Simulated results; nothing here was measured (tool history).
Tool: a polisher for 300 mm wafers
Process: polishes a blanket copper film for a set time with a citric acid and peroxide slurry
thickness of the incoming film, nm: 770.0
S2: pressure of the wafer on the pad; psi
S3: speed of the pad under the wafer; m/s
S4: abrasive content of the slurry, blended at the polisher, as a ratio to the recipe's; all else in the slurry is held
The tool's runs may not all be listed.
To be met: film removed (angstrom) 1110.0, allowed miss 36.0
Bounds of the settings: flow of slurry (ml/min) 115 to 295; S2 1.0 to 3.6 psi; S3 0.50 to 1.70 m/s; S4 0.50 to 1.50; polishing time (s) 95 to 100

run 1 hour=0.0 | flow_of_slurry_(ml/min)=190 S2=2.3 S3=1.10 S4=1.00 polishing_time_(s)=95 | film_removed_(angstrom)=1951.6
run 2 hour=6.1 | flow_of_slurry_(ml/min)=185 S2=1.9 S3=1.10 S4=1.00 polishing_time_(s)=95 | film_removed_(angstrom)=1630.7
run 3 hour=14.6 | flow_of_slurry_(ml/min)=185 S2=1.9 S3=1.10 S4=1.00 polishing_time_(s)=100 | film_removed_(angstrom)=1741.4
run 4 hour=21.8 | flow_of_slurry_(ml/min)=180 S2=1.6 S3=1.08 S4=1.00 polishing_time_(s)=100 | film_removed_(angstrom)=1413.6
run 5 hour=25.7 | flow_of_slurry_(ml/min)=180 S2=1.6 S3=1.24 S4=1.00 polishing_time_(s)=100 | film_removed_(angstrom)=1612.1
run 6 hour=29.3 | flow_of_slurry_(ml/min)=180 S2=1.6 S3=1.24 S4=1.00 polishing_time_(s)=100 | film_removed_(angstrom)=1632.1
run 7 hour=32.3 | flow_of_slurry_(ml/min)=175 S2=1.4 S3=1.22 S4=1.00 polishing_time_(s)=100 | film_removed_(angstrom)=1403.8
-- hour=37.7 head pressure recalibrated
run 8 hour=37.7 | flow_of_slurry_(ml/min)=165 S2=1.3 S3=1.22 S4=1.00 polishing_time_(s)=100 | film_removed_(angstrom)=1184.1
run 9 hour=42.5 | flow_of_slurry_(ml/min)=160 S2=1.3 S3=1.22 S4=1.00 polishing_time_(s)=100 | film_removed_(angstrom)=1190.6
run 10 hour=50.0 | flow_of_slurry_(ml/min)=155 S2=1.3 S3=1.22 S4=1.00 polishing_time_(s)=100 | film_removed_(angstrom)=1170.1
run 11 hour=50.7 | flow_of_slurry_(ml/min)=150 S2=1.3 S3=1.22 S4=1.00 polishing_time_(s)=100 | film_removed_(angstrom)=1177.4
run 12 hour=52.1 | flow_of_slurry_(ml/min)=150 S2=1.1 S3=1.22 S4=1.00 polishing_time_(s)=100 | film_removed_(angstrom)=1004.4

Which of these 5 next moves meets every target?
run A hour=53.5 | flow_of_slurry_(ml/min)=140 S2=1.3 S3=1.06 S4=1.05 polishing_time_(s)=100 | film_removed_(angstrom)=?
run B hour=53.5 | flow_of_slurry_(ml/min)=155 S2=1.2 S3=1.16 S4=1.05 polishing_time_(s)=100 | film_removed_(angstrom)=?
run C hour=53.5 | flow_of_slurry_(ml/min)=115 S2=1.2 S3=1.40 S4=0.80 polishing_time_(s)=98 | film_removed_(angstrom)=?
run D hour=53.5 | flow_of_slurry_(ml/min)=120 S2=1.5 S3=1.22 S4=0.95 polishing_time_(s)=100 | film_removed_(angstrom)=?
run E hour=53.5 | flow_of_slurry_(ml/min)=145 S2=1.3 S3=1.14 S4=0.80 polishing_time_(s)=95 | film_removed_(angstrom)=?

move=A film_removed_(angstrom)=1021.6
move=B film_removed_(angstrom)=1051.1
move=C film_removed_(angstrom)=1114.4
move=D film_removed_(angstrom)=1276.9
move=E film_removed_(angstrom)=1006.3
A: nearer than the last run, and not there yet
B: nearer than the last run, and not there yet
C: meets every target
D: takes the result that was furthest off past its target
E: as far off as the last run
Answer: C

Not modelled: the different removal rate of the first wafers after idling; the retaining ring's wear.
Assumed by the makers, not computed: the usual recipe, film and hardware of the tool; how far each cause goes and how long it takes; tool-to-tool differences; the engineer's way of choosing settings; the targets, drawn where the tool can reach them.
